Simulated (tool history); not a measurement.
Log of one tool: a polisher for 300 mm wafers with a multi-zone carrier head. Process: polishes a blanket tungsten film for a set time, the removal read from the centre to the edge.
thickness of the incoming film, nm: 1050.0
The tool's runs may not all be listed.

run    day  flow of slurry (ml/min)  pressure of the head's centre zone  pressure of the head's middle zone  pressure of the head's edge zone  abrasive content of the slurry  polishing time (s)  film removed at the wafer's centre (Å)  film removed at mid-radius (Å)  film removed at the wafer's edge (Å)
  1      0                      195                                   1                                   1                                 1                               1                  63                                  3260.5                          3149.7                                3146.4
  2  0.079                      200                                   1                                   1                              1.02                             1.1                  64                                  3364.1                          3274.7                                3386.3
  3  0.204                      200                                   1                                   1                              0.95                             1.1                  64                                  3349.4                          3267.5                                3268.2
  4  0.288                      205                                1.01                                1.01                              0.97                            1.15                  64                                  3465.2                          3363.8                                3343.3
  5  0.658                      225                                1.01                                1.01                              0.97                            1.15                  64                                  3414.1                          3339.3                                  3378
  6  0.892                      225                                1.01                                1.01                              1.01                            1.15                  64                                  3529.6                          3373.4                                3368.6
  7  1.208                      220                                1.01                                1.01                              1.01                             1.2                  65                                  3538.5                          3409.6                                3527.6
  8    1.3                      220                                1.02                                1.02                              1.02                            1.25                  66                                  3774.7                          3579.7                                3611.3

Run 9 comes next. What will it give?
  9  1.475                      250                                0.97                                0.99                              1.12                            1.45                  70                                       ?                               ?                                     ?

Run 9 gave film removed at the wafer's centre (Å) 3965, film removed at mid-radius (Å) 3822.4, film removed at the wafer's edge (Å) 4108.6.
